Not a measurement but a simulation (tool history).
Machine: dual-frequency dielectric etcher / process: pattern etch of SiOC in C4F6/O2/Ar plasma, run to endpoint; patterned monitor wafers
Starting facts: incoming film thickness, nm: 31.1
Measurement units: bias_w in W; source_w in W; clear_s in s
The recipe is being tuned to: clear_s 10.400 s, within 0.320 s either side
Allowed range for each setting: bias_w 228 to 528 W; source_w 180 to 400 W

run  hour  bias_w  source_w  clear_s
  1   0.0     378       290   12.081
  2   4.5     378       260   12.379
  3   5.8     378       300   11.816
  4   6.3     378       270   12.546
  5   7.3     395       280   11.981
  6  12.0     342       280   12.943
  7  15.6     362       280   12.439
  8  23.1     380       280   11.985
  9  31.4     392       280   11.802
 10  34.5     402       280   11.695
 11  38.4     412       280   11.514

Which single option among these 5 for the next run brings every result within its allowed miss of target? Just one does.
  A  42.3     444       340        ?
  B  42.3     451       290        ?
  C  42.3     371       270        ?
  D  42.3     340       290        ?
  E  42.3     330       250        ?

move  clear_s
   A   10.330
   B   10.932
   C   12.341
   D   12.493
   E   13.480
A: in spec on every target
B: gains on the last run, yet a result remains outside its allowed miss
C: the biggest miss grows against the last run
D: the biggest miss grows against the last run
E: the biggest miss grows against the last run
The right move is A.

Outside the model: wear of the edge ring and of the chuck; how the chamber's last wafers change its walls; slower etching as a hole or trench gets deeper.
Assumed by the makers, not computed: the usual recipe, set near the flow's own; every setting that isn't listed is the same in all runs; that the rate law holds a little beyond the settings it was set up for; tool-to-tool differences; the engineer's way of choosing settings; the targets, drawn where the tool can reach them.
